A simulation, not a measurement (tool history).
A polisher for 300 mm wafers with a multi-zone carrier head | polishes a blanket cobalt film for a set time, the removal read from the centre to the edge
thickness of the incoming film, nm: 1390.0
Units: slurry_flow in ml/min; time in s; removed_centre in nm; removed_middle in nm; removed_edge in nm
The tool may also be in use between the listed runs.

run 1 hour=0.0 | slurry_flow=315 centre_zone=1.00 middle_zone=1.00 edge_zone=1.00 time=58 | removed_centre=161.62 removed_middle=162.48 removed_edge=165.87
run 2 hour=6.7 | slurry_flow=315 centre_zone=1.00 middle_zone=1.00 edge_zone=1.00 time=47 | removed_centre=133.42 removed_middle=132.74 removed_edge=134.97
run 3 hour=10.7 | slurry_flow=240 centre_zone=1.00 middle_zone=1.00 edge_zone=1.00 time=47 | removed_centre=128.83 removed_middle=131.05 removed_edge=131.35
run 4 hour=19.1 | slurry_flow=240 centre_zone=1.00 middle_zone=1.00 edge_zone=0.93 time=47 | removed_centre=129.73 removed_middle=129.79 removed_edge=130.32
run 5 hour=20.3 | slurry_flow=280 centre_zone=1.01 middle_zone=0.99 edge_zone=0.98 time=55 | removed_centre=156.79 removed_middle=153.53 removed_edge=155.97
run 6 hour=26.1 | slurry_flow=300 centre_zone=1.02 middle_zone=0.98 edge_zone=1.04 time=59 | removed_centre=170.00 removed_middle=164.15 removed_edge=171.74
run 7 hour=32.6 | slurry_flow=320 centre_zone=1.03 middle_zone=0.99 edge_zone=1.09 time=62 | removed_centre=181.07 removed_middle=175.46 removed_edge=182.69

The next listed run, before its measurement:
run 8 hour=34.7 | slurry_flow=335 centre_zone=1.04 middle_zone=0.98 edge_zone=1.12 time=64 | removed_centre=? removed_middle=? removed_edge=?

removed_centre: 187.33 nm
removed_middle: 178.45 nm
removed_edge: 193.82 nm
